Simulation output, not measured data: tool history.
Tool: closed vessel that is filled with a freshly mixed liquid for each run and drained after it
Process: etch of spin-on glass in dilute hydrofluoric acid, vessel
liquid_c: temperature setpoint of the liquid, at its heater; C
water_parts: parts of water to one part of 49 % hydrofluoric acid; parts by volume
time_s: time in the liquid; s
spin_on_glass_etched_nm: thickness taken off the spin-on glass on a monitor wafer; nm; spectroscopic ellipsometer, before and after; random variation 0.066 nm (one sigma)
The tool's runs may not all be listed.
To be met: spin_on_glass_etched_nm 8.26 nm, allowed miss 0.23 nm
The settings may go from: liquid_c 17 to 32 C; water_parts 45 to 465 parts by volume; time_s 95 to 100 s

run 1 hour=0 | liquid_c=24 water_parts=255 time_s=95 | spin_on_glass_etched_nm=11.029
run 2 hour=7.4 | liquid_c=22.5 water_parts=260 time_s=95 | spin_on_glass_etched_nm=10.285
run 3 hour=13.8 | liquid_c=22.5 water_parts=335 time_s=95 | spin_on_glass_etched_nm=7.4109
run 4 hour=16.1 | liquid_c=23.5 water_parts=335 time_s=95 | spin_on_glass_etched_nm=7.6022
run 5 hour=24.6 | liquid_c=23.5 water_parts=275 time_s=95 | spin_on_glass_etched_nm=9.8747
run 6 hour=26.6 | liquid_c=25 water_parts=275 time_s=95 | spin_on_glass_etched_nm=10.516
run 7 hour=35.6 | liquid_c=23.5 water_parts=275 time_s=95 | spin_on_glass_etched_nm=9.8779
run 8 hour=38.8 | liquid_c=22.5 water_parts=275 time_s=95 | spin_on_glass_etched_nm=9.4
run 9 hour=42.7 | liquid_c=22 water_parts=275 time_s=95 | spin_on_glass_etched_nm=9.3109
run 10 hour=49.3 | liquid_c=21.5 water_parts=275 time_s=95 | spin_on_glass_etched_nm=9.086
run 11 hour=51.9 | liquid_c=21.5 water_parts=275 time_s=95 | spin_on_glass_etched_nm=9.1841

Which of these 5 next moves meets every target?
run A hour=54.5 | liquid_c=23 water_parts=310 time_s=95 | spin_on_glass_etched_nm=?
run B hour=54.5 | liquid_c=21.5 water_parts=275 time_s=100 | spin_on_glass_etched_nm=?
run C hour=54.5 | liquid_c=22 water_parts=315 time_s=95 | spin_on_glass_etched_nm=?
run D hour=54.5 | liquid_c=24 water_parts=335 time_s=95 | spin_on_glass_etched_nm=?
run E hour=54.5 | liquid_c=19.5 water_parts=295 time_s=95 | spin_on_glass_etched_nm=?

move=A spin_on_glass_etched_nm=8.2832
move=B spin_on_glass_etched_nm=9.6298
move=C spin_on_glass_etched_nm=7.8336
move=D spin_on_glass_etched_nm=7.7491
move=E spin_on_glass_etched_nm=7.7827
A: meets every target
B: further off than the last run
C: takes the result that was furthest off past its target
D: takes the result that was furthest off past its target
E: takes the result that was furthest off past its target
The right move is A.

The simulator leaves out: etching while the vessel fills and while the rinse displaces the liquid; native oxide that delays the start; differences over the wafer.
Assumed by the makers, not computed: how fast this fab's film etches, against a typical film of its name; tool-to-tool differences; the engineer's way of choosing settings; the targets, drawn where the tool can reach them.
